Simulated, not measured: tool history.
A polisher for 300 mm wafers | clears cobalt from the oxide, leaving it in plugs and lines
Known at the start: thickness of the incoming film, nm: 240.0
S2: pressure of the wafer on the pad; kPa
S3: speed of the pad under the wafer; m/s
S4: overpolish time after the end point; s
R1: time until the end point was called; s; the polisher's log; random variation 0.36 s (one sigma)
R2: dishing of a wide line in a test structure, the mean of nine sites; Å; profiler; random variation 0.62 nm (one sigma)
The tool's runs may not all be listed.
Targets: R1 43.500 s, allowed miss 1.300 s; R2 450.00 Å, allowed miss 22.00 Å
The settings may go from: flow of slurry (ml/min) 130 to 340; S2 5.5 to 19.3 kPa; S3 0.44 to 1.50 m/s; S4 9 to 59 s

run 1 day=0.000 | flow_of_slurry_(ml/min)=220 S2=12.4 S3=0.96 S4=30 | R1=65.236 R2=395.26
run 2 day=0.129 | flow_of_slurry_(ml/min)=220 S2=12.4 S3=0.96 S4=38 | R1=63.949 R2=430.69
run 3 day=0.242 | flow_of_slurry_(ml/min)=220 S2=13.1 S3=0.96 S4=38 | R1=60.710 R2=432.05
run 4 day=0.396 | flow_of_slurry_(ml/min)=220 S2=13.8 S3=0.96 S4=38 | R1=59.198 R2=422.06
run 5 day=0.471 | flow_of_slurry_(ml/min)=220 S2=14.5 S3=0.96 S4=39 | R1=55.619 R2=442.22
run 6 day=0.829 | flow_of_slurry_(ml/min)=220 S2=12.4 S3=0.96 S4=39 | R1=66.028 R2=429.32
run 7 day=0.862 | flow_of_slurry_(ml/min)=220 S2=12.4 S3=0.96 S4=39 | R1=64.944 R2=436.45
run 8 day=1.229 | flow_of_slurry_(ml/min)=220 S2=13.1 S3=0.96 S4=39 | R1=62.330 R2=433.09
run 9 day=1.300 | flow_of_slurry_(ml/min)=220 S2=13.8 S3=0.96 S4=39 | R1=58.325 R2=441.10
run 10 day=1.342 | flow_of_slurry_(ml/min)=235 S2=17.2 S3=0.98 S4=32 | R1=45.915 R2=434.75
-- day=1.412 head pressure recalibrated
run 11 day=1.412 | flow_of_slurry_(ml/min)=235 S2=17.2 S3=0.98 S4=32 | R1=40.928 R2=440.53
run 12 day=1.608 | flow_of_slurry_(ml/min)=230 S2=17.2 S3=0.98 S4=32 | R1=41.152 R2=453.82
run 13 day=1.888 | flow_of_slurry_(ml/min)=240 S2=17.2 S3=0.98 S4=33 | R1=40.491 R2=449.27
run 14 day=2.112 | flow_of_slurry_(ml/min)=235 S2=17.2 S3=0.98 S4=33 | R1=41.347 R2=452.40
run 15 day=2.183 | flow_of_slurry_(ml/min)=230 S2=17.2 S3=0.98 S4=33 | R1=41.256 R2=450.70

Which of these 4 next moves meets every target?
run A day=2.254 | flow_of_slurry_(ml/min)=175 S2=18.6 S3=0.98 S4=58 | R1=? R2=?
run B day=2.254 | flow_of_slurry_(ml/min)=220 S2=15.2 S3=1.06 S4=42 | R1=? R2=?
run C day=2.254 | flow_of_slurry_(ml/min)=170 S2=17.9 S3=0.98 S4=23 | R1=? R2=?
run D day=2.254 | flow_of_slurry_(ml/min)=295 S2=16.5 S3=1.06 S4=22 | R1=? R2=?

move=A R1=38.907 R2=447.04
move=B R1=43.199 R2=444.36
move=C R1=40.475 R2=420.64
move=D R1=38.787 R2=420.50
A: further off than the last run
B: meets every target
C: further off than the last run
D: further off than the last run
Move B is the one to make.

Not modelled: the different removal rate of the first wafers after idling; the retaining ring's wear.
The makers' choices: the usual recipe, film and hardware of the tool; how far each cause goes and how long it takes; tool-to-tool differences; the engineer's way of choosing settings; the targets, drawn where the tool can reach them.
